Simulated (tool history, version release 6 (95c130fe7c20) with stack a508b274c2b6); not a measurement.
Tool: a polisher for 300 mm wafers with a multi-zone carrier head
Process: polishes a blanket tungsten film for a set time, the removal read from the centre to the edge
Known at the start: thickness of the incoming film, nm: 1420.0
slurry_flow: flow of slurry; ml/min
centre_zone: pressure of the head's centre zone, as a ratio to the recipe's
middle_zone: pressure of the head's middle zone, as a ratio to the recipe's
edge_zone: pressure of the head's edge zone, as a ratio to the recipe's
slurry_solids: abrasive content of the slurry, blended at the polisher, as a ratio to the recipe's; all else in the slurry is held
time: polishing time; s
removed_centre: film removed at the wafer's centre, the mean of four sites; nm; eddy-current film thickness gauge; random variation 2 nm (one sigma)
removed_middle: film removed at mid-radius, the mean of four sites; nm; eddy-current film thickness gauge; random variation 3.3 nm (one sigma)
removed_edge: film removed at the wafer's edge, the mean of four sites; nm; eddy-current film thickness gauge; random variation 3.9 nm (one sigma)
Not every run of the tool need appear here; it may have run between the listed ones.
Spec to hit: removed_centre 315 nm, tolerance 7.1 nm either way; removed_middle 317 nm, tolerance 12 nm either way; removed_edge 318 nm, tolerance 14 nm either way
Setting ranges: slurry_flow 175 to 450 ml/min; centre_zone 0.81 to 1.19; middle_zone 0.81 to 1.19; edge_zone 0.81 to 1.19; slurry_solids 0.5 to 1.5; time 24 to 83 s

| run | hour | slurry_flow | centre_zone | middle_zone | edge_zone | slurry_solids | time | removed_centre | removed_middle | removed_edge |
|---|---|---|---|---|---|---|---|---|---|---|
| 1 | 0 | 290 | 1 | 1 | 1 | 1 | 53 | 275.12 | 283.03 | 269.76 |
| 2 | 6.2 | 300 | 1.02 | 1.01 | 1.05 | 1.05 | 53 | 283.83 | 288.99 | 283.23 |
| 3 | 7.4 | 335 | 1.02 | 1.01 | 1.05 | 1.05 | 53 | 288.15 | 290.5 | 286.59 |
| 4 | 11.2 | 335 | 1.02 | 1.01 | 1.12 | 1.05 | 53 | 289.16 | 284.99 | 293.74 |
| 5 | 18 | 345 | 1.03 | 1.03 | 1.14 | 1.1 | 53 | 296.86 | 298.74 | 299.31 |
| 6 | 22.5 | 345 | 1.03 | 1.03 | 1.14 | 1 | 53 | 289.1 | 289.55 | 294.86 |
| 7 | 23.8 | 345 | 1.03 | 1.03 | 1.14 | 1 | 53 | 283.24 | 291.63 | 293.56 |
| 8 | 31.5 | 350 | 1.04 | 1.04 | 1.16 | 1.05 | 53 | 295.09 | 294.78 | 295.48 |
| 9 | 39.2 | 360 | 1.04 | 1.04 | 1.17 | 1.1 | 53 | 298.8 | 305.42 | 302.72 |
| 10 | 45 | 365 | 1.04 | 1.03 | 1.18 | 1.15 | 53 | 304.12 | 302.26 | 308.66 |
| 11 | 47.3 | 370 | 1.04 | 1.03 | 1.18 | 1.15 | 53 | 304.68 | 304.77 | 316.24 |
| 12 | 50.5 | 370 | 1.04 | 1.03 | 1.18 | 1.15 | 53 | 303.07 | 300.61 | 310.02 |

Consider the 4 candidate settings below. Which is the only one whose results all fall within their allowed miss of target?
| A | 53.7 | 405 | 0.96 | 1.13 | 1.17 | 1.2 | 53 | ? | ? | ? |
| B | 53.7 | 345 | 0.97 | 0.99 | 1.07 | 1.15 | 55 | ? | ? | ? |
| C | 53.7 | 425 | 1 | 0.9 | 1.19 | 1.1 | 56 | ? | ? | ? |
| D | 53.7 | 340 | 1.06 | 1.07 | 1.19 | 1.2 | 54 | ? | ? | ? |

| move | removed_centre | removed_middle | removed_edge |
|---|---|---|---|
| A | 288.14 | 334.33 | 319.75 |
| B | 293.81 | 302.15 | 310.5 |
| C | 309.97 | 285.06 | 334.24 |
| D | 319.09 | 320.18 | 325.25 |
A: moves away from the targets compared with the last run
B: moves away from the targets compared with the last run
C: corrects the largest miss of the last run, while another result sits out of spec
D: meets every target
Go with D: it meets all targets.
